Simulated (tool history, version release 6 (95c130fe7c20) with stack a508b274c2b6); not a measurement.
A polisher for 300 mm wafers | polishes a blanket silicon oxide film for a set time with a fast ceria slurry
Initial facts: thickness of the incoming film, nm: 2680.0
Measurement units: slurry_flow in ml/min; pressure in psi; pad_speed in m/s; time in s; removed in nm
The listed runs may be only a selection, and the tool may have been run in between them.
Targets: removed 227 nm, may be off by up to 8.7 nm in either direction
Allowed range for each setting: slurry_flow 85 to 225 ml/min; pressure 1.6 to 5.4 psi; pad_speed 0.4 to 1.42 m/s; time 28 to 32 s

{"run": 1, "hour": 0.0, "slurry_flow": 145, "pressure": 3.5, "pad_speed": 0.9, "time": 32, "removed": 518.8}
{"run": 2, "hour": 5.0, "slurry_flow": 145, "pressure": 3.5, "pad_speed": 0.9, "time": 28, "removed": 456.34}
{"run": 3, "hour": 10.4, "slurry_flow": 140, "pressure": 2.9, "pad_speed": 0.86, "time": 28, "removed": 355.42}
{"run": 4, "hour": 16.9, "slurry_flow": 140, "pressure": 2.2, "pad_speed": 0.86, "time": 28, "removed": 276.96}
{"run": 5, "hour": 21.6, "slurry_flow": 135, "pressure": 2, "pad_speed": 0.86, "time": 28, "removed": 254.37}
{"run": 6, "hour": 24.7, "slurry_flow": 115, "pressure": 2, "pad_speed": 0.86, "time": 28, "removed": 241.48}
{"run": 7, "hour": 25.5, "slurry_flow": 110, "pressure": 2, "pad_speed": 0.86, "time": 28, "removed": 244.13}
{"run": 8, "hour": 30.5, "slurry_flow": 105, "pressure": 2, "pad_speed": 0.86, "time": 28, "removed": 237.76}

Pick the move, out of 4, that brings all results within their allowed miss; only one does.
{"run": "A", "hour": 35.5, "slurry_flow": 100, "pressure": 2.3, "pad_speed": 0.74, "time": 31, "removed": "?"}
{"run": "B", "hour": 35.5, "slurry_flow": 140, "pressure": 1.6, "pad_speed": 1, "time": 29, "removed": "?"}
{"run": "C", "hour": 35.5, "slurry_flow": 95, "pressure": 1.9, "pad_speed": 0.9, "time": 28, "removed": "?"}
{"run": "D", "hour": 35.5, "slurry_flow": 85, "pressure": 2.2, "pad_speed": 0.88, "time": 28, "removed": "?"}

move=A removed=252.41
move=B removed=241.08
move=C removed=226.74
move=D removed=247.3
A: lands further from the targets than the last run did
B: lands further from the targets than the last run did
C: all results land within tolerance of their targets
D: lands further from the targets than the last run did
C is the move that brings every result within its allowed miss.
